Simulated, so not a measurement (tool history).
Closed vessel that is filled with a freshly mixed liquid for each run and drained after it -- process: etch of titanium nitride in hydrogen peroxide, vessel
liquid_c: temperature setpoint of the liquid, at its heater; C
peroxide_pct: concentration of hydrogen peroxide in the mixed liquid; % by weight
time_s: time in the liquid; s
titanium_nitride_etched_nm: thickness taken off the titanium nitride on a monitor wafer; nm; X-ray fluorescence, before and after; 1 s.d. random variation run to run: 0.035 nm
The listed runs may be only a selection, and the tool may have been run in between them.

run 1 hour=0.0 | liquid_c=55.0 peroxide_pct=17.5 time_s=170 | titanium_nitride_etched_nm=8.7248
run 2 hour=7.7 | liquid_c=50.5 peroxide_pct=17.5 time_s=170 | titanium_nitride_etched_nm=6.3619
run 3 hour=15.4 | liquid_c=49.5 peroxide_pct=17.5 time_s=170 | titanium_nitride_etched_nm=5.8639
run 4 hour=22.2 | liquid_c=43.0 peroxide_pct=17.5 time_s=170 | titanium_nitride_etched_nm=3.6544
run 5 hour=26.0 | liquid_c=46.5 peroxide_pct=17.5 time_s=170 | titanium_nitride_etched_nm=4.7337
run 6 hour=35.3 | liquid_c=46.5 peroxide_pct=14.0 time_s=170 | titanium_nitride_etched_nm=4.5170

Run 7 has not been measured yet. What should we expect?
run 7 hour=42.1 | liquid_c=47.0 peroxide_pct=14.0 time_s=170 | titanium_nitride_etched_nm=?

{"run 7": {"titanium_nitride_etched_nm": 4.7572}}
